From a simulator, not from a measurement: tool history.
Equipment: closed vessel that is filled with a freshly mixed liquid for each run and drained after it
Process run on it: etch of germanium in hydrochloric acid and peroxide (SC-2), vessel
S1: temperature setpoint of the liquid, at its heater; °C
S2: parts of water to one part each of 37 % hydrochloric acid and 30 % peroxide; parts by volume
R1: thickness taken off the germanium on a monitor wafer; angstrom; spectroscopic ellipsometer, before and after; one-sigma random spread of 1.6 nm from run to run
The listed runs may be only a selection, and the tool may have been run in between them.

Run 1, hour 0.0: S1 59 °C, S2 8.5 parts by volume, time in the liquid (s) 95. Result: R1 2936.6 angstrom.
Run 2, hour 2.2: S1 59 °C, S2 6.0 parts by volume, time in the liquid (s) 95. Result: R1 2978.8 angstrom.
Run 3, hour 8.2: S1 59 °C, S2 5.0 parts by volume, time in the liquid (s) 95. Result: R1 2992.8 angstrom.
Run 4, hour 10.8: S1 59 °C, S2 5.0 parts by volume, time in the liquid (s) 95. Result: R1 3007.9 angstrom.
Run 5, hour 14.9: S1 59 °C, S2 4.0 parts by volume, time in the liquid (s) 95. Result: R1 3003.9 angstrom.
Run 6, hour 17.6: S1 59 °C, S2 4.0 parts by volume, time in the liquid (s) 95. Result: R1 3003.6 angstrom.
At hour 19.5: thermometer replaced.
Run 7, hour 19.5: S1 59 °C, S2 4.0 parts by volume, time in the liquid (s) 95. Result: R1 3150.5 angstrom.
Run 8, hour 20.6: S1 56 °C, S2 4.0 parts by volume, time in the liquid (s) 95. Result: R1 2851.6 angstrom.

Run 9, settings as shown, results not yet in. Your forecast:
Run 9, hour 22.5: S1 53 °C, S2 4.0 parts by volume, time in the liquid (s) 95. Result: R1 ?.

Run 9 measured R1 2621.8 angstrom.

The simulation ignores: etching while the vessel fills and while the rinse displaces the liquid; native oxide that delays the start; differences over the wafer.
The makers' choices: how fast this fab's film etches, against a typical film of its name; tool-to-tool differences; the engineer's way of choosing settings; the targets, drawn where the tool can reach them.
